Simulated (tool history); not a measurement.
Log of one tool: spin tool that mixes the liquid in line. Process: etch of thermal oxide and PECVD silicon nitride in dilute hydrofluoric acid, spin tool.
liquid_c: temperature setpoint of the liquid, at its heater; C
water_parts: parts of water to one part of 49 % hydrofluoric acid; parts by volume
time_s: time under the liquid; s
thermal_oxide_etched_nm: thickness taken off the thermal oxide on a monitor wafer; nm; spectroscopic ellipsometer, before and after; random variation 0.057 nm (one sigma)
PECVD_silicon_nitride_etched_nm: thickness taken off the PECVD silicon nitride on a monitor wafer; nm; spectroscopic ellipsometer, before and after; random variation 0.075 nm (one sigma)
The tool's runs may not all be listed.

run	day	liquid_c	water_parts	time_s	thermal_oxide_etched_nm	PECVD_silicon_nitride_etched_nm
1	0.000	21.0	130	180	5.3417	2.1330
2	0.279	21.0	130	215	6.3942	2.5645
3	0.404	18.0	130	215	5.5933	2.1222
4	0.742	21.5	130	220	6.6225	2.7357
5	1.012	23.5	130	220	7.2174	3.0810
6	1.208	23.5	130	255	8.3272	3.5529
7	1.250	25.0	135	255	8.4164	3.8784
8	1.571	26.0	135	255	8.7925	4.0849
9	1.696	26.0	135	255	8.7959	4.1008
10	1.988	26.5	135	255	8.9684	4.1924
11	2.175	27.0	135	255	9.0741	4.3615

The next listed run, before its measurement:
12	2.400	28.5	135	255	?	?

thermal_oxide_etched_nm: 9.5712 nm
PECVD_silicon_nitride_etched_nm: 4.8474 nm
